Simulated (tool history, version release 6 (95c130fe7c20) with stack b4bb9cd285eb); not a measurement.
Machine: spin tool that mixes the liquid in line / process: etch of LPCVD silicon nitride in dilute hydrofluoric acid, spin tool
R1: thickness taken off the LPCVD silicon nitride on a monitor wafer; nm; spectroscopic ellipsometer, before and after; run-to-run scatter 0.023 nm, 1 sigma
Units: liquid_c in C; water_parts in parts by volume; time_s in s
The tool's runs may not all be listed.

run 1 hour=0.0 | liquid_c=23.0 water_parts=90 time_s=265 | R1=1.4244
run 2 hour=5.9 | liquid_c=22.0 water_parts=95 time_s=265 | R1=1.2839
run 3 hour=13.8 | liquid_c=22.0 water_parts=70 time_s=265 | R1=1.8112
run 4 hour=22.3 | liquid_c=21.5 water_parts=75 time_s=265 | R1=1.6539
run 5 hour=26.8 | liquid_c=21.5 water_parts=55 time_s=265 | R1=2.2080
run 6 hour=30.1 | liquid_c=21.5 water_parts=55 time_s=265 | R1=2.2416

Predict the results of run 7:
run 7 hour=34.2 | liquid_c=21.0 water_parts=65 time_s=265 | R1=?

{"run 7": {"R1": 1.8111}}
